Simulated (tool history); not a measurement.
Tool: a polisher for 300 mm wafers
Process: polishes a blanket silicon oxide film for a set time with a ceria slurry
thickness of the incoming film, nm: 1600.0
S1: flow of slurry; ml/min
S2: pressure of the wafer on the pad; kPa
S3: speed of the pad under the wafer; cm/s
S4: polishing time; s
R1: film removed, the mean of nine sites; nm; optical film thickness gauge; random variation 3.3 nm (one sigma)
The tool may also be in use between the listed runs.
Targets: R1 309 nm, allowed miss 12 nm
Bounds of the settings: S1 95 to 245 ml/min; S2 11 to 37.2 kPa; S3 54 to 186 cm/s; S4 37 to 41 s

Run 1, hour 0: S1 155 ml/min, S2 24.1 kPa, S3 118 cm/s, S4 41 s. Result: R1 249.83 nm.
Run 2, hour 5.7: S1 155 ml/min, S2 21.4 kPa, S3 118 cm/s, S4 41 s. Result: R1 222.62 nm.
Run 3, hour 13.9: S1 155 ml/min, S2 25.5 kPa, S3 118 cm/s, S4 41 s. Result: R1 263.04 nm.
Run 4, hour 15.2: S1 155 ml/min, S2 26.2 kPa, S3 118 cm/s, S4 41 s. Result: R1 271.77 nm.
Run 5, hour 21.4: S1 155 ml/min, S2 26.2 kPa, S3 88 cm/s, S4 41 s. Result: R1 221.45 nm.
Run 6, hour 29.6: S1 155 ml/min, S2 26.9 kPa, S3 88 cm/s, S4 41 s. Result: R1 227.26 nm.
Run 7, hour 33.9: S1 155 ml/min, S2 27.6 kPa, S3 88 cm/s, S4 41 s. Result: R1 233.25 nm.
Run 8, hour 34.8: S1 155 ml/min, S2 28.3 kPa, S3 88 cm/s, S4 41 s. Result: R1 242.29 nm.
Run 9, hour 38.7: S1 155 ml/min, S2 29 kPa, S3 88 cm/s, S4 41 s. Result: R1 246.4 nm.
Run 10, hour 47.1: S1 155 ml/min, S2 29.6 kPa, S3 88 cm/s, S4 41 s. Result: R1 250.98 nm.
Run 11, hour 48.4: S1 155 ml/min, S2 30.3 kPa, S3 88 cm/s, S4 41 s. Result: R1 255.79 nm.
Run 12, hour 51.7: S1 155 ml/min, S2 31 kPa, S3 88 cm/s, S4 41 s. Result: R1 263.08 nm.

Which of these 4 next moves meets every target?
Run A, hour 55: S1 155 ml/min, S2 33.8 kPa, S3 108 cm/s, S4 41 s. Result: R1 ?.
Run B, hour 55: S1 170 ml/min, S2 34.5 kPa, S3 110 cm/s, S4 41 s. Result: R1 ?.
Run C, hour 55: S1 160 ml/min, S2 29.6 kPa, S3 82 cm/s, S4 37 s. Result: R1 ?.
Run D, hour 55: S1 165 ml/min, S2 31.7 kPa, S3 108 cm/s, S4 41 s. Result: R1 ?.

move      R1
   A  324.94
   B  340.41
   C  215.65
   D  308.39
A: takes the result that was furthest off past its target
B: takes the result that was furthest off past its target
C: further off than the last run
D: meets every target
The right move is D.
